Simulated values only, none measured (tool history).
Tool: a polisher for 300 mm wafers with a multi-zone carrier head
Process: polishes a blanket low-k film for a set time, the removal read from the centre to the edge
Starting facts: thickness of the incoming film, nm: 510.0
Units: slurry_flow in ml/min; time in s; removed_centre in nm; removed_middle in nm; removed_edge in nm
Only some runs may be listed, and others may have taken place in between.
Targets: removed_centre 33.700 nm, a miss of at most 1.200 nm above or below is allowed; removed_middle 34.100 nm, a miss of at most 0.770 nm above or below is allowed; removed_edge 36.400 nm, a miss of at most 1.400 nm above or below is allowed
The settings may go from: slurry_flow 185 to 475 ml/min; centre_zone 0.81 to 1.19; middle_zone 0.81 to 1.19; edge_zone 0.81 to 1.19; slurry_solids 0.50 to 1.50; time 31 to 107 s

run,hour,slurry_flow,centre_zone,middle_zone,edge_zone,slurry_solids,time,removed_centre,removed_middle,removed_edge
1,0.0,305,1.00,1.00,1.00,1.00,69,30.324,29.983,30.296
2,4.5,310,1.00,1.00,1.02,1.00,69,30.525,30.178,30.719
3,5.3,310,1.00,1.07,1.02,1.00,69,30.173,32.038,31.079
4,10.7,315,1.00,1.07,1.04,1.00,69,29.998,32.515,30.925
5,12.4,310,1.00,1.06,1.05,1.05,69,31.301,32.497,32.384
6,13.5,310,1.06,1.06,1.05,1.05,69,32.807,32.778,32.203
7,17.6,310,1.06,1.06,1.05,1.05,69,33.411,32.451,32.157
8,26.6,310,1.05,1.06,1.06,1.05,69,32.532,32.738,32.380

Next run, 4 choices. One meets every target within its allowed miss, the rest don't. Which?
A,35.6,300,1.01,1.04,1.15,1.00,76,?,?,?
B,35.6,275,1.05,1.13,1.08,1.05,65,?,?,?
C,35.6,230,1.02,1.12,1.19,0.95,77,?,?,?
D,35.6,210,1.00,1.06,0.97,1.05,77,?,?,?

move,removed_centre,removed_middle,removed_edge
A,33.376,34.204,35.873
B,30.179,31.923,30.216
C,32.662,35.351,35.554
D,33.289,35.120,33.493
A: every result lands within tolerance
B: its largest miss is bigger than the last run's
C: the furthest-off result lands on target, but another misses its tolerance
D: better than the last run, though not everything is in spec
Move A is the one to make.
